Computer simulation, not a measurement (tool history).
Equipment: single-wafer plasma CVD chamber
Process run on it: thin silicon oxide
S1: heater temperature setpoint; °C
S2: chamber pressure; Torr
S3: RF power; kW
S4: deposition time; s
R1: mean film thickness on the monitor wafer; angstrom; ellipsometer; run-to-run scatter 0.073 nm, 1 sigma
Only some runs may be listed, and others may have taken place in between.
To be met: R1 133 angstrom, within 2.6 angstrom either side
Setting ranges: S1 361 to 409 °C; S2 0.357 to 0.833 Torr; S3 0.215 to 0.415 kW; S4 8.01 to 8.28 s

Run 1, hour 0: S1 385 °C, S2 0.595 Torr, S3 0.315 kW, S4 8.01 s. Result: R1 101.08 angstrom.
Run 2, hour 6.2: S1 385 °C, S2 0.595 Torr, S3 0.315 kW, S4 8.01 s. Result: R1 103.15 angstrom.
Run 3, hour 9.8: S1 385 °C, S2 0.509 Torr, S3 0.315 kW, S4 8.01 s. Result: R1 87.287 angstrom.
Run 4, hour 14.8: S1 395 °C, S2 0.509 Torr, S3 0.315 kW, S4 8.01 s. Result: R1 86.192 angstrom.
Run 5, hour 22.2: S1 403 °C, S2 0.509 Torr, S3 0.315 kW, S4 8.01 s. Result: R1 86.514 angstrom.
Run 6, hour 26.2: S1 403 °C, S2 0.552 Torr, S3 0.315 kW, S4 8.01 s. Result: R1 94.09 angstrom.
Run 7, hour 35.1: S1 403 °C, S2 0.552 Torr, S3 0.315 kW, S4 8.01 s. Result: R1 93.604 angstrom.
Run 8, hour 38.7: S1 403 °C, S2 0.552 Torr, S3 0.315 kW, S4 8.01 s. Result: R1 95.125 angstrom.
Run 9, hour 46.8: S1 403 °C, S2 0.583 Torr, S3 0.315 kW, S4 8.01 s. Result: R1 99.06 angstrom.
Run 10, hour 55.5: S1 403 °C, S2 0.613 Torr, S3 0.315 kW, S4 8.01 s. Result: R1 104.14 angstrom.
At hour 56.2: RF generator calibrated.
Run 11, hour 56.2: S1 403 °C, S2 0.639 Torr, S3 0.315 kW, S4 8.01 s. Result: R1 111.62 angstrom.
Run 12, hour 59.3: S1 403 °C, S2 0.655 Torr, S3 0.315 kW, S4 8.01 s. Result: R1 113.56 angstrom.
Run 13, hour 67.7: S1 403 °C, S2 0.671 Torr, S3 0.315 kW, S4 8.01 s. Result: R1 115.79 angstrom.

Which of these 5 next moves meets every target?
Run A, hour 76.1: S1 408 °C, S2 0.744 Torr, S3 0.31 kW, S4 8.28 s. Result: R1 ?.
Run B, hour 76.1: S1 404 °C, S2 0.663 Torr, S3 0.355 kW, S4 8.28 s. Result: R1 ?.
Run C, hour 76.1: S1 400 °C, S2 0.656 Torr, S3 0.26 kW, S4 8.04 s. Result: R1 ?.
Run D, hour 76.1: S1 401 °C, S2 0.695 Torr, S3 0.325 kW, S4 8.25 s. Result: R1 ?.
Run E, hour 76.1: S1 398 °C, S2 0.721 Torr, S3 0.325 kW, S4 8.01 s. Result: R1 ?.

move      R1
   A  132.62
   B  124.77
   C  107.64
   D  126.49
   E  127.39
A: every result within its allowed miss
B: closes in on the targets versus the last run, not all within tolerance yet
C: further off than the last run
D: closes in on the targets versus the last run, not all within tolerance yet
E: closes in on the targets versus the last run, not all within tolerance yet
Go with A: it meets all targets.
